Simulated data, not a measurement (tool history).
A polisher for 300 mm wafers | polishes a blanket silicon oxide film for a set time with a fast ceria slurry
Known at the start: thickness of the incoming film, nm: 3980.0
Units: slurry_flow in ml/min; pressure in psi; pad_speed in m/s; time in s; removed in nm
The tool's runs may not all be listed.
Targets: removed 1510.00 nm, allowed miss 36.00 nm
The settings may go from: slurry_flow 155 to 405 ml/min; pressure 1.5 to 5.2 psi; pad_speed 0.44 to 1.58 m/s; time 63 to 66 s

run  hour  slurry_flow  pressure  pad_speed  time  removed
  1   0.0          260       3.3       1.00    63  1224.30
  2   3.3          235       3.3       1.00    63  1217.90
  3   7.2          235       3.3       1.00    63  1226.90
  4   8.1          235       2.6       1.00    63   993.02
  5  12.3          235       3.1       1.00    63  1146.50
  6  16.4          235       3.1       0.80    63   923.72
  7  21.0          235       3.6       0.80    63  1074.10
  8  22.4          235       4.0       0.80    63  1164.40
  9  31.1          245       4.3       0.80    63  1242.10

4 next moves are on the table. One of them brings every result within its allowed miss. Which?
  A  39.8          205       4.0       0.66    63        ?
  B  39.8          215       3.8       1.10    66        ?
  C  39.8          160       4.5       1.08    66        ?
  D  39.8          325       4.4       0.88    66        ?

move  removed
   A   950.91
   B  1566.50
   C  1725.60
   D  1494.50
A: further off than the last run
B: takes the result that was furthest off past its target
C: takes the result that was furthest off past its target
D: meets every target
Answer: D
